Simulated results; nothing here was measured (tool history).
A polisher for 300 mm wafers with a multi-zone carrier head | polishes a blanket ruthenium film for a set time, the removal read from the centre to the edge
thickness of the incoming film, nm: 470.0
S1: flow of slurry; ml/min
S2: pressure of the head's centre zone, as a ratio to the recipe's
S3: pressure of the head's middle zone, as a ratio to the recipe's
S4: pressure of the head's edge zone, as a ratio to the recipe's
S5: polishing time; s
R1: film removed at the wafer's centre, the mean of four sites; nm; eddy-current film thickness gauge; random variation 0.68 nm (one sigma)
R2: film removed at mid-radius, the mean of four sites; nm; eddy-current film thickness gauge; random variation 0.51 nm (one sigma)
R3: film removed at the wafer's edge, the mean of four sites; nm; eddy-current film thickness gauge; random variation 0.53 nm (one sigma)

{"run": 1, "hour": 0.0, "S1": 155, "S2": 1, "S3": 1, "S4": 1, "S5": 46, "R1": 46.055, "R2": 46.749, "R3": 43.76}
{"run": 2, "hour": 8.3, "S1": 170, "S2": 1, "S3": 1.04, "S4": 1.04, "S5": 47, "R1": 48.135, "R2": 49.813, "R3": 45.057}
{"run": 3, "hour": 11.0, "S1": 170, "S2": 1, "S3": 0.95, "S4": 1.04, "S5": 47, "R1": 47.304, "R2": 46.519, "R3": 45.809}
{"run": 4, "hour": 19.3, "S1": 170, "S2": 0.96, "S3": 0.95, "S4": 1.04, "S5": 47, "R1": 45.295, "R2": 45.757, "R3": 45.589}
{"run": 5, "hour": 24.9, "S1": 170, "S2": 0.96, "S3": 1.02, "S4": 1.04, "S5": 47, "R1": 45.468, "R2": 48.981, "R3": 45.769}
{"run": 6, "hour": 25.5, "S1": 170, "S2": 0.96, "S3": 1.08, "S4": 1.04, "S5": 47, "R1": 46.107, "R2": 50.993, "R3": 45.407}
{"run": 7, "hour": 33.0, "S1": 180, "S2": 0.96, "S3": 1.09, "S4": 1.07, "S5": 48, "R1": 47.891, "R2": 53.815, "R3": 47.277}

Run 8 comes next. What will it give?
{"hour": 40.8, "done": "edge zone pressure recalibrated"}
{"run": 8, "hour": 40.8, "S1": 190, "S2": 0.96, "S3": 1.09, "S4": 1.1, "S5": 49, "R1": "?", "R2": "?", "R3": "?"}

Run 8 gave R1 50.033 nm, R2 55.562 nm, R3 51.671 nm.
